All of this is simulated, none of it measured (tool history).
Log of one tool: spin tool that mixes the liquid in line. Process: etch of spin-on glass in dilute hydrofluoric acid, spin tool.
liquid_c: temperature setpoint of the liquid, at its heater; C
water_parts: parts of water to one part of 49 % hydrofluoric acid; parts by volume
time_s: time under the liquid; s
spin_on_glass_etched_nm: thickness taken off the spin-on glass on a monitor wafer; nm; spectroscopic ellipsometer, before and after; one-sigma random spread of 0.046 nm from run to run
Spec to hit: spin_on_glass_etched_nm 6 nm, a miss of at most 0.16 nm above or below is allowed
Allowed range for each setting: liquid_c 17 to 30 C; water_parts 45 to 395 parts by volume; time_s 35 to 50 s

{"run": 1, "hour": 0.0, "liquid_c": 22, "water_parts": 220, "time_s": 50, "spin_on_glass_etched_nm": 7.3774}
{"run": 2, "hour": 8.1, "liquid_c": 19.5, "water_parts": 220, "time_s": 50, "spin_on_glass_etched_nm": 6.7198}
{"run": 3, "hour": 9.4, "liquid_c": 19, "water_parts": 220, "time_s": 50, "spin_on_glass_etched_nm": 6.6142}
{"run": 4, "hour": 15.2, "liquid_c": 19, "water_parts": 290, "time_s": 50, "spin_on_glass_etched_nm": 4.745}
{"run": 5, "hour": 18.7, "liquid_c": 20, "water_parts": 290, "time_s": 50, "spin_on_glass_etched_nm": 4.9009}
{"run": 6, "hour": 25.6, "liquid_c": 20.5, "water_parts": 290, "time_s": 50, "spin_on_glass_etched_nm": 5.0042}
{"run": 7, "hour": 30.2, "liquid_c": 21, "water_parts": 290, "time_s": 50, "spin_on_glass_etched_nm": 5.0252}
{"run": 8, "hour": 35.8, "liquid_c": 21, "water_parts": 290, "time_s": 50, "spin_on_glass_etched_nm": 5.0963}
{"run": 9, "hour": 42.0, "liquid_c": 21.5, "water_parts": 290, "time_s": 50, "spin_on_glass_etched_nm": 5.205}
{"run": 10, "hour": 48.2, "liquid_c": 22, "water_parts": 290, "time_s": 50, "spin_on_glass_etched_nm": 5.2715}

Pick the move, out of 5, that brings all results within their allowed miss; only one does.
{"run": "A", "hour": 54.4, "liquid_c": 23, "water_parts": 270, "time_s": 50, "spin_on_glass_etched_nm": "?"}
{"run": "B", "hour": 54.4, "liquid_c": 20.5, "water_parts": 240, "time_s": 50, "spin_on_glass_etched_nm": "?"}
{"run": "C", "hour": 54.4, "liquid_c": 22.5, "water_parts": 280, "time_s": 50, "spin_on_glass_etched_nm": "?"}
{"run": "D", "hour": 54.4, "liquid_c": 19.5, "water_parts": 230, "time_s": 50, "spin_on_glass_etched_nm": "?"}
{"run": "E", "hour": 54.4, "liquid_c": 24.5, "water_parts": 265, "time_s": 50, "spin_on_glass_etched_nm": "?"}

move=A spin_on_glass_etched_nm=5.9861
move=B spin_on_glass_etched_nm=6.3253
move=C spin_on_glass_etched_nm=5.6152
move=D spin_on_glass_etched_nm=6.4157
move=E spin_on_glass_etched_nm=6.465
A: each result inside its tolerance
B: the result that was furthest off in the last run now lies on the other side of its target
C: nearer the targets than the last run, but a result is still out of spec
D: the result that was furthest off in the last run now lies on the other side of its target
E: the result that was furthest off in the last run now lies on the other side of its target
Correct choice: A, which meets every target
